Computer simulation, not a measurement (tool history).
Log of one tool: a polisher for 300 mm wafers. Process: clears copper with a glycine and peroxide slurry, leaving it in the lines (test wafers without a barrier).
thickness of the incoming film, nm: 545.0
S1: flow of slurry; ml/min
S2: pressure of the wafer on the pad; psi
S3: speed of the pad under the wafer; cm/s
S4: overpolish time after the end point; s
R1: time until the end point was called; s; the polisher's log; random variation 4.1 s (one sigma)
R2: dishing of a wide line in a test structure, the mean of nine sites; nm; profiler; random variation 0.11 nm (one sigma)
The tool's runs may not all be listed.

run 1 hour=0 | S1=255 S2=1.9 S3=78 S4=14 | R1=208.78 R2=17.061
run 2 hour=3.4 | S1=215 S2=1.9 S3=78 S4=14 | R1=206.1 R2=16.666
run 3 hour=11.9 | S1=205 S2=1.7 S3=76 S4=12 | R1=231.84 R2=14.874
run 4 hour=18.9 | S1=205 S2=1.7 S3=76 S4=17 | R1=233.45 R2=18.038
run 5 hour=27.3 | S1=205 S2=2 S3=76 S4=17 | R1=207.94 R2=18.308
run 6 hour=32.1 | S1=205 S2=2 S3=56 S4=17 | R1=258.17 R2=17.374
run 7 hour=39.1 | S1=195 S2=1.9 S3=54 S4=15 | R1=276.63 R2=16.141
run 8 hour=43.3 | S1=195 S2=1.9 S3=54 S4=15 | R1=275.8 R2=15.701
run 9 hour=46.2 | S1=190 S2=1.9 S3=52 S4=13 | R1=282.65 R2=14.471
run 10 hour=48.5 | S1=185 S2=1.9 S3=50 S4=11 | R1=285.98 R2=12.733

Forecast run 11:
run 11 hour=54.9 | S1=185 S2=1.9 S3=50 S4=10 | R1=? R2=?

R1: 288.98 s
R2: 11.746 nm
